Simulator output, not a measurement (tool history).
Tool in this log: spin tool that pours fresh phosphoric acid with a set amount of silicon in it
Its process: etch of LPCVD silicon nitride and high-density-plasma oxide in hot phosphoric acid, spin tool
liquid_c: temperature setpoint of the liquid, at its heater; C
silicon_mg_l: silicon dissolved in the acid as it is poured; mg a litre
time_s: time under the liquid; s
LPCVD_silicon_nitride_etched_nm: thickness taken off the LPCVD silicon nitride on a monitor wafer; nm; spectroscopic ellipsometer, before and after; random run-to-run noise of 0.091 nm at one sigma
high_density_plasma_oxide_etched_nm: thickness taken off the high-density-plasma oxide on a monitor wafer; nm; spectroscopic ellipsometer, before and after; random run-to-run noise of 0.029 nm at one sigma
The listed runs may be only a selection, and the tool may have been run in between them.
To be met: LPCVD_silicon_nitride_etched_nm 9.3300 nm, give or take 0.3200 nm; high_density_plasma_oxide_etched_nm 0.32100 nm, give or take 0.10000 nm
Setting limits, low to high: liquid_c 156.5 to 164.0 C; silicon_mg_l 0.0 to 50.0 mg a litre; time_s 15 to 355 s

run,hour,liquid_c,silicon_mg_l,time_s,LPCVD_silicon_nitride_etched_nm,high_density_plasma_oxide_etched_nm
1,0.0,159.0,24.0,180,14.7320,0.42004
2,9.1,159.0,24.0,120,9.7373,0.26262
3,18.0,159.0,22.5,120,9.8682,0.26029
4,22.7,159.0,20.5,120,9.9015,0.27919
5,24.4,159.0,20.5,150,12.2220,0.37336
6,32.7,159.0,19.5,145,11.7760,0.37024
7,35.4,159.0,18.5,140,11.2560,0.36361
8,38.3,157.0,14.0,115,8.6253,0.25975
9,42.4,157.5,13.5,115,8.8680,0.28126
10,45.7,157.5,13.5,115,8.8584,0.33001
11,51.5,157.5,14.0,115,8.8324,0.29908

Exercise: of the 5 proposed moves below, exactly one satisfies all targets within the stated allowed misses. Which move is it?
A,57.3,158.5,15.5,115,?,?
B,57.3,156.5,11.0,115,?,?
C,57.3,157.0,37.0,130,?,?
D,57.3,156.5,42.0,140,?,?
E,57.3,156.5,37.0,125,?,?

move,LPCVD_silicon_nitride_etched_nm,high_density_plasma_oxide_etched_nm
A,9.0692,0.33428
B,8.4734,0.32052
C,9.7433,0.15391
D,10.3150,0.11529
E,9.2102,0.14253
A: every result within its allowed miss
B: the biggest miss grows against the last run
C: carries the result that was furthest off beyond its target, to the other side
D: carries the result that was furthest off beyond its target, to the other side
E: corrects the largest miss of the last run, while another result sits out of spec
The move that meets every target is A.
